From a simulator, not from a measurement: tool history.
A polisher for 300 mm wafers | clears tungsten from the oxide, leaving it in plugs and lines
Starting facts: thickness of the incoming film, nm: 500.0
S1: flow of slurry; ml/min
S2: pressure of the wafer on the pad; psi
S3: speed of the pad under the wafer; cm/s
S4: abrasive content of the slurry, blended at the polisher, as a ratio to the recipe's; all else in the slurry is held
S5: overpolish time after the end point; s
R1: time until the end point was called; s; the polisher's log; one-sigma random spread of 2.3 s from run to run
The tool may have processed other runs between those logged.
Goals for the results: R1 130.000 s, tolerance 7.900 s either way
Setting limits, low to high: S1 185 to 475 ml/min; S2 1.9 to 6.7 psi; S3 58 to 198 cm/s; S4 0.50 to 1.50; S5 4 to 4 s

run	hour	S1	S2	S3	S4	S5	R1
1	0.0	305	4.3	128	1.00	4	86.434
2	1.3	305	4.3	128	1.00	4	87.823
3	9.1	305	4.0	126	1.00	4	95.902
4	12.0	305	3.8	126	1.00	4	99.382
5	13.3	305	3.6	126	1.00	4	106.220
6	19.7	305	3.5	126	1.00	4	108.990
7	20.8	305	3.4	126	1.00	4	112.160
8	22.8	305	3.3	126	1.00	4	112.480
9	26.0	305	3.2	126	1.00	4	118.130

Pick the move, out of 5, that brings all results within their allowed miss; only one does.
A	29.2	300	3.3	122	1.00	4	?
B	29.2	260	3.4	128	1.10	4	?
C	29.2	360	2.9	152	0.95	4	?
D	29.2	185	3.5	126	1.00	4	?
E	29.2	300	3.0	120	1.10	4	?

move	R1
A	120.100
B	110.250
C	109.590
D	115.410
E	130.720
A: closer than the last run, but not yet in spec
B: its largest miss is bigger than the last run's
C: its largest miss is bigger than the last run's
D: its largest miss is bigger than the last run's
E: every result lands within tolerance
So the answer is move E, the one that meets all the targets.
